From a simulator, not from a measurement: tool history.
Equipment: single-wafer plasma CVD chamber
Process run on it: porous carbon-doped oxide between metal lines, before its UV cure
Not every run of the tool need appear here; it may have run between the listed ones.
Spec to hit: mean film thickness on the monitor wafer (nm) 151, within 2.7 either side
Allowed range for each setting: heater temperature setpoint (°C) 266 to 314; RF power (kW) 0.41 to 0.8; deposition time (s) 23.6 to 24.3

run,hour,heater temperature setpoint (°C),RF power (kW),deposition time (s),mean film thickness on the monitor wafer (nm)
1,0,290,0.605,23.6,163.77
2,2.7,290,0.605,24.3,168.4
3,8.9,290,0.565,24.3,161.51
4,9.7,292,0.565,24.3,159.46
5,12.3,294,0.565,24.3,157.52
6,12.8,295,0.565,24.3,156.37
7,16.7,296,0.565,24.3,156.65
8,23.7,297,0.565,24.3,155.59
9,26.6,298,0.565,24.3,154.2
10,34.9,299,0.565,24.3,153.92

Which single option among these 5 for the next run brings every result within its allowed miss of target? Just one does.
A,43.2,298,0.585,24.3,?
B,43.2,287,0.53,24.3,?
C,43.2,299,0.575,23.7,?
D,43.2,298,0.57,24.3,?
E,43.2,298,0.545,23.6,?

move,mean film thickness on the monitor wafer (nm)
A,158.56
B,157.74
C,152.31
D,155.98
E,147.38
A: moves away from the targets compared with the last run
B: moves away from the targets compared with the last run
C: all results in spec
D: moves away from the targets compared with the last run
E: moves the result that the last run missed by most past its target, out the other side
Move C is the one to make.
